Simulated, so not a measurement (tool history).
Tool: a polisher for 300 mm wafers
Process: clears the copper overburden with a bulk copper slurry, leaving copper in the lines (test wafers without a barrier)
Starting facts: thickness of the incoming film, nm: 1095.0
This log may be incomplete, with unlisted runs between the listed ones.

run  hour  flow of slurry (ml/min)  pressure of the wafer on the pad (kPa)  speed of the pad under the wafer (cm/s)  abrasive content of the slurry  overpolish time after the end point (s)  time until the end point was called (s)  dishing of a wide line in a test structure (nm)
  1   0.0                      195                                    17.2                                      100                             1.0                                       26                                   117.38                                           83.277
  2   5.0                      195                                    15.2                                       96                             1.0                                       24                                   144.75                                           73.669
  3  11.8                      225                                    15.2                                       96                             1.0                                       24                                   135.46                                           74.448
  4  15.0                      220                                    13.1                                       96                             1.0                                       23                                   155.87                                           67.724
  5  19.9                      220                                    13.1                                       96                             0.8                                       23                                   168.24                                           66.514
  6  22.5                      220                                    11.7                                       96                             0.8                                       22                                   181.44                                           59.592
  7  30.6                      215                                    11.0                                       96                             0.8                                       23                                   192.99                                           57.297
  8  36.2                      205                                    11.0                                       96                             0.8                                       24                                   203.73                                           59.214
  9  37.8                      200                                    11.0                                       96                             0.8                                       23                                   202.54                                           57.847
 10  39.3                      190                                    11.0                                       96                             0.8                                       23                                   197.89                                           58.124

What will run 11 give?
 11  45.8                      190                                    10.3                                       96                             0.8                                       23                                        ?                                                ?

{"run 11": {"time until the end point was called (s)": 215.13, "dishing of a wide line in a test structure (nm)": 56.33}}
